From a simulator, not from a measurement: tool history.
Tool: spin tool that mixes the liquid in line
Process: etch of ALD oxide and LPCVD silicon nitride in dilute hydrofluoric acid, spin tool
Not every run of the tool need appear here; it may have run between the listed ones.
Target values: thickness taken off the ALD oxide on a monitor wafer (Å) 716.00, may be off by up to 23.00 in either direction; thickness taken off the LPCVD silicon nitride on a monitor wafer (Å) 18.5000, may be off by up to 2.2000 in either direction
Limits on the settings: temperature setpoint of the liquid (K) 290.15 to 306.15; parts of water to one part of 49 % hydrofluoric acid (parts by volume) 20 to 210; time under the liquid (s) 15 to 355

run,hour,temperature setpoint of the liquid (K),parts of water to one part of 49 % hydrofluoric acid (parts by volume),time under the liquid (s),thickness taken off the ALD oxide on a monitor wafer (Å),thickness taken off the LPCVD silicon nitride on a monitor wafer (Å)
1,0.0,298.15,115,180,276.15,9.3246
2,3.2,298.15,115,130,201.17,6.4146
3,8.6,298.15,100,130,236.84,7.6647
4,11.8,298.15,90,135,275.61,8.6914
5,18.9,298.15,90,160,326.22,10.5440
6,20.4,298.15,75,160,399.96,12.9930
7,29.0,295.65,25,160,1161.60,31.7200
8,34.4,295.65,30,160,960.93,27.0440
9,37.7,295.15,30,160,934.48,25.6790
10,40.1,294.65,30,160,919.43,23.8120
11,48.6,294.65,40,160,676.95,19.5190
12,57.1,295.15,40,155,663.04,17.9050
13,60.0,295.65,35,150,757.29,20.9520

5 candidate next runs follow, results not yet known. Just one meets every target within its allowed miss. Identify it.
A,62.9,300.65,75,255,?,?
B,62.9,297.65,50,205,?,?
C,62.9,295.15,20,80,?,?
D,62.9,299.65,75,290,?,?
E,62.9,300.65,80,300,?,?

move,thickness taken off the ALD oxide on a monitor wafer (Å),thickness taken off the LPCVD silicon nitride on a monitor wafer (Å)
A,706.99,23.3900
B,782.24,23.0050
C,714.92,18.3440
D,773.02,24.9240
E,774.40,25.8090
A: meets the target for the result that was furthest off, but another lies outside its allowed miss
B: the biggest miss grows against the last run
C: in spec on every target
D: the biggest miss grows against the last run
E: the biggest miss grows against the last run
The right move is C.
